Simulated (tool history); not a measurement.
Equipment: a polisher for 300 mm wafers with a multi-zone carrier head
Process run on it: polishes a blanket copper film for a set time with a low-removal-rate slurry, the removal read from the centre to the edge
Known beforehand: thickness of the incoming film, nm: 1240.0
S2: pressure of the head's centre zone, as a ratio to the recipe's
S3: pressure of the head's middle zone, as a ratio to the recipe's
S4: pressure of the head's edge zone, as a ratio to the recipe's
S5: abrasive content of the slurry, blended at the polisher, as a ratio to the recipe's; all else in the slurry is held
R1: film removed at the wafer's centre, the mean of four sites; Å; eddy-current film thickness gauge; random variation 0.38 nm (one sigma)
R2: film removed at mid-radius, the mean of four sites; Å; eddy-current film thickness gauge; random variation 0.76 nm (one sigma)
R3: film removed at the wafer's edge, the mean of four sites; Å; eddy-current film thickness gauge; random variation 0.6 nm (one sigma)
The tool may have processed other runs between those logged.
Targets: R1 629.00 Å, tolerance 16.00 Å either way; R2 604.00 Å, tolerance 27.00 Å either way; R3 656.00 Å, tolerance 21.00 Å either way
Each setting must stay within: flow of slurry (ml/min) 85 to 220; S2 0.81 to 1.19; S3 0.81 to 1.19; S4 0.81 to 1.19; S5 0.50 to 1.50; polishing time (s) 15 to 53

run 1 hour=0.0 | flow_of_slurry_(ml/min)=140 S2=1.00 S3=1.00 S4=1.00 S5=1.00 polishing_time_(s)=34 | R1=716.83 R2=702.31 R3=746.97
run 2 hour=3.3 | flow_of_slurry_(ml/min)=135 S2=0.99 S3=0.99 S4=0.98 S5=0.95 polishing_time_(s)=34 | R1=695.72 R2=687.20 R3=716.04
run 3 hour=7.9 | flow_of_slurry_(ml/min)=135 S2=1.06 S3=0.99 S4=0.98 S5=0.95 polishing_time_(s)=34 | R1=746.29 R2=682.80 R3=729.74
run 4 hour=11.3 | flow_of_slurry_(ml/min)=100 S2=1.06 S3=0.99 S4=0.98 S5=0.95 polishing_time_(s)=34 | R1=699.76 R2=666.60 R3=699.83
run 5 hour=16.8 | flow_of_slurry_(ml/min)=100 S2=1.05 S3=0.98 S4=0.97 S5=0.95 polishing_time_(s)=34 | R1=685.01 R2=642.78 R3=692.47
run 6 hour=23.8 | flow_of_slurry_(ml/min)=100 S2=1.04 S3=0.98 S4=0.96 S5=0.95 polishing_time_(s)=34 | R1=687.32 R2=651.60 R3=688.35
run 7 hour=29.5 | flow_of_slurry_(ml/min)=100 S2=1.03 S3=0.97 S4=0.96 S5=0.95 polishing_time_(s)=34 | R1=677.27 R2=626.64 R3=700.89
run 8 hour=35.6 | flow_of_slurry_(ml/min)=100 S2=1.02 S3=0.97 S4=0.95 S5=0.95 polishing_time_(s)=34 | R1=670.21 R2=632.24 R3=685.93
run 9 hour=38.4 | flow_of_slurry_(ml/min)=100 S2=1.01 S3=0.97 S4=0.94 S5=0.95 polishing_time_(s)=34 | R1=671.73 R2=635.35 R3=694.91

Pick the move, out of 4, that brings all results within their allowed miss; only one does.
run A hour=41.2 | flow_of_slurry_(ml/min)=100 S2=1.03 S3=1.00 S4=1.01 S5=1.05 polishing_time_(s)=31 | R1=? R2=? R3=?
run B hour=41.2 | flow_of_slurry_(ml/min)=100 S2=0.97 S3=0.96 S4=0.92 S5=1.10 polishing_time_(s)=35 | R1=? R2=? R3=?
run C hour=41.2 | flow_of_slurry_(ml/min)=110 S2=0.95 S3=0.88 S4=0.99 S5=0.80 polishing_time_(s)=32 | R1=? R2=? R3=?
run D hour=41.2 | flow_of_slurry_(ml/min)=90 S2=1.02 S3=0.94 S4=0.96 S5=1.25 polishing_time_(s)=29 | R1=? R2=? R3=?

move=A R1=630.26 R2=598.47 R3=637.57
move=B R1=674.93 R2=657.64 R3=693.74
move=C R1=591.17 R2=545.63 R3=637.41
move=D R1=583.61 R2=533.40 R3=588.88
A: every result lands within tolerance
B: misses by more than the last run did
C: takes the biggest miss from the last run beyond its target
D: takes the biggest miss from the last run beyond its target
So the answer is move A, the one that meets all the targets.
